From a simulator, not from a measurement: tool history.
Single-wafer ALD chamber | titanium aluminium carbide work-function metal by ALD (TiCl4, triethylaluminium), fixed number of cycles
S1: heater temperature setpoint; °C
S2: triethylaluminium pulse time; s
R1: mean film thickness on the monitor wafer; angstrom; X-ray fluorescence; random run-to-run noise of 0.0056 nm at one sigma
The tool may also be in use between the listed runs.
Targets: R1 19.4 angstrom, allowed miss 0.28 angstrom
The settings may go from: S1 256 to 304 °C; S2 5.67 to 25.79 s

run	hour	S1	S2	R1
1	0	280	15.73	17.829
2	3.8	285	15.73	18.345
3	5.9	276	15.73	17.548
4	7.7	283	16.19	18.189
5	13.2	283	13.57	18.039
6	15.7	276	13.57	17.374
7	17	283	14.27	18.109
8	18.9	287	14.59	18.532
9	25.2	290	14.79	18.711
10	30.5	292	15.02	18.896

Which one of the following 4 next-run settings gets every result inside its allowed miss? There is exactly one.
A	35.8	304	18.4	?
B	35.8	300	9.35	?
C	35.8	296	18.35	?
D	35.8	292	13.78	?

move	R1
A	20.139
B	18.797
C	19.363
D	18.833
A: takes the result that was furthest off past its target
B: its largest miss is bigger than the last run's
C: each result inside its tolerance
D: its largest miss is bigger than the last run's
C is the move that brings every result within its allowed miss.
